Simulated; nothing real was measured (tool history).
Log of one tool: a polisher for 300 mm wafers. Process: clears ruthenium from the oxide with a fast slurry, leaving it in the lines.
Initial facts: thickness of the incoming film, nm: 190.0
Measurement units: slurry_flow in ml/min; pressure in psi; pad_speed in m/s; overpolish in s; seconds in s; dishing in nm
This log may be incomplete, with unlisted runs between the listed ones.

run 1 day=0.000 | slurry_flow=250 pressure=2.3 pad_speed=1.04 slurry_solids=1.00 overpolish=28 | seconds=71.495 dishing=47.362
run 2 day=0.033 | slurry_flow=250 pressure=2.3 pad_speed=1.04 slurry_solids=1.00 overpolish=24 | seconds=70.701 dishing=43.040
run 3 day=0.308 | slurry_flow=250 pressure=2.3 pad_speed=1.04 slurry_solids=0.85 overpolish=24 | seconds=75.525 dishing=41.655
run 4 day=0.621 | slurry_flow=250 pressure=2.5 pad_speed=1.04 slurry_solids=0.75 overpolish=20 | seconds=71.903 dishing=37.313
run 5 day=0.658 | slurry_flow=250 pressure=2.5 pad_speed=1.28 slurry_solids=0.75 overpolish=20 | seconds=59.438 dishing=41.105
run 6 day=0.854 | slurry_flow=250 pressure=2.5 pad_speed=1.28 slurry_solids=0.75 overpolish=32 | seconds=59.361 dishing=53.389
run 7 day=1.046 | slurry_flow=230 pressure=2.7 pad_speed=1.22 slurry_solids=0.70 overpolish=27 | seconds=61.638 dishing=49.543
run 8 day=1.421 | slurry_flow=265 pressure=2.5 pad_speed=1.30 slurry_solids=0.65 overpolish=23 | seconds=63.432 dishing=44.900
run 9 day=1.767 | slurry_flow=240 pressure=2.4 pad_speed=1.26 slurry_solids=0.85 overpolish=20 | seconds=60.563 dishing=41.806
-- day=2.096 slurry nozzle cleaned
run 10 day=2.096 | slurry_flow=220 pressure=2.4 pad_speed=1.32 slurry_solids=0.75 overpolish=17 | seconds=60.153 dishing=38.374
run 11 day=2.192 | slurry_flow=205 pressure=2.3 pad_speed=1.38 slurry_solids=0.70 overpolish=15 | seconds=64.006 dishing=35.270
run 12 day=2.433 | slurry_flow=150 pressure=2.4 pad_speed=1.62 slurry_solids=0.50 overpolish=8 | seconds=62.507 dishing=21.069
run 13 day=2.512 | slurry_flow=150 pressure=2.4 pad_speed=1.62 slurry_solids=0.50 overpolish=8 | seconds=63.055 dishing=21.011
run 14 day=2.608 | slurry_flow=155 pressure=2.5 pad_speed=1.62 slurry_solids=0.50 overpolish=8 | seconds=59.784 dishing=21.361
run 15 day=2.700 | slurry_flow=165 pressure=2.5 pad_speed=1.62 slurry_solids=0.50 overpolish=8 | seconds=59.106 dishing=21.830
run 16 day=2.733 | slurry_flow=170 pressure=2.5 pad_speed=1.62 slurry_solids=0.50 overpolish=8 | seconds=60.205 dishing=22.766

The next listed run, before its measurement:
run 17 day=2.892 | slurry_flow=170 pressure=2.6 pad_speed=1.62 slurry_solids=0.50 overpolish=8 | seconds=? dishing=?

{"run 17": {"seconds": 57.958, "dishing": 23.086}}
